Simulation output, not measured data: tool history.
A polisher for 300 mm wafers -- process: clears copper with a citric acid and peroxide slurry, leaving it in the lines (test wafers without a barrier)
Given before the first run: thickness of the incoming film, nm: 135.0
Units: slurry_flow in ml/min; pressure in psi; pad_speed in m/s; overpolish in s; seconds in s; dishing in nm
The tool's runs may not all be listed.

run	day	slurry_flow	pressure	pad_speed	slurry_solids	overpolish	seconds	dishing
1	0.000	300	2.2	0.98	1.0	11	97.659	9.9232
2	0.371	300	2.2	1.10	1.0	11	86.647	10.7950
3	0.421	300	2.8	1.10	1.0	11	70.215	12.8310
4	0.458	335	2.8	1.10	1.0	11	67.788	13.1420
5	0.667	335	2.8	1.10	0.8	11	71.657	12.8630
6	0.967	335	2.8	1.34	0.8	11	63.050	14.8060
7	1.246	330	2.7	1.36	0.8	12	64.170	15.1160
8	1.325	330	2.6	1.36	0.8	13	67.277	16.3060
9	1.517	330	2.5	1.36	0.8	14	68.041	16.6620
10	1.600	325	2.4	1.36	0.8	15	69.702	17.4010
11	1.846	325	2.3	1.36	0.8	16	71.953	16.9110

For run 12, what comes out?
# day 1.983: slurry blender recalibrated
12	1.983	325	2.3	1.36	0.8	16	?	?

Logged for run 12: seconds 67.697 s, dishing 18.4160 nm.
